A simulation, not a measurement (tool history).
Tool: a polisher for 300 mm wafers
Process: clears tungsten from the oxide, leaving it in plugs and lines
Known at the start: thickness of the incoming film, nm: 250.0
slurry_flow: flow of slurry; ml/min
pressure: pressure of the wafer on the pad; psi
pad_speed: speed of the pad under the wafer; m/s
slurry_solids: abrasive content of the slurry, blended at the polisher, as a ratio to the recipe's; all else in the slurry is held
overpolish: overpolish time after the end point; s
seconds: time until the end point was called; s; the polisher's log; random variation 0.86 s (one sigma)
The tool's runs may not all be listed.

run 1 day=0.000 | slurry_flow=315 pressure=2.7 pad_speed=1.42 slurry_solids=1.0 overpolish=3 | seconds=51.847
run 2 day=0.096 | slurry_flow=315 pressure=3.1 pad_speed=1.42 slurry_solids=1.0 overpolish=3 | seconds=44.912
run 3 day=0.404 | slurry_flow=315 pressure=3.0 pad_speed=1.42 slurry_solids=1.0 overpolish=3 | seconds=47.614
run 4 day=0.696 | slurry_flow=375 pressure=3.0 pad_speed=1.42 slurry_solids=1.0 overpolish=3 | seconds=46.237
run 5 day=0.838 | slurry_flow=375 pressure=2.9 pad_speed=1.42 slurry_solids=1.0 overpolish=3 | seconds=47.013
run 6 day=1.042 | slurry_flow=375 pressure=3.2 pad_speed=1.42 slurry_solids=1.0 overpolish=3 | seconds=43.068
run 7 day=1.383 | slurry_flow=375 pressure=3.2 pad_speed=1.42 slurry_solids=1.0 overpolish=3 | seconds=42.653
run 8 day=1.488 | slurry_flow=375 pressure=3.0 pad_speed=1.42 slurry_solids=1.0 overpolish=3 | seconds=45.680
run 9 day=1.629 | slurry_flow=375 pressure=2.8 pad_speed=1.42 slurry_solids=1.0 overpolish=3 | seconds=48.958
run 10 day=1.975 | slurry_flow=375 pressure=2.7 pad_speed=1.42 slurry_solids=1.0 overpolish=3 | seconds=51.158
run 11 day=2.208 | slurry_flow=375 pressure=2.6 pad_speed=1.42 slurry_solids=1.0 overpolish=3 | seconds=52.613
run 12 day=2.438 | slurry_flow=375 pressure=2.5 pad_speed=1.42 slurry_solids=1.0 overpolish=3 | seconds=54.493
run 13 day=2.592 | slurry_flow=375 pressure=2.4 pad_speed=1.42 slurry_solids=1.0 overpolish=3 | seconds=57.344
run 14 day=2.812 | slurry_flow=375 pressure=2.4 pad_speed=1.42 slurry_solids=1.0 overpolish=3 | seconds=57.601
run 15 day=3.104 | slurry_flow=375 pressure=2.3 pad_speed=1.42 slurry_solids=1.0 overpolish=3 | seconds=58.054
run 16 day=3.396 | slurry_flow=375 pressure=2.2 pad_speed=1.42 slurry_solids=1.0 overpolish=3 | seconds=62.326
run 17 day=3.638 | slurry_flow=375 pressure=2.1 pad_speed=1.42 slurry_solids=1.0 overpolish=3 | seconds=65.560
run 18 day=3.892 | slurry_flow=370 pressure=1.9 pad_speed=1.42 slurry_solids=1.0 overpolish=3 | seconds=72.564

Run 19 comes next. What will it give?
run 19 day=4.121 | slurry_flow=365 pressure=1.9 pad_speed=1.42 slurry_solids=1.0 overpolish=3 | seconds=?

Run 19 gave seconds 72.040 s.
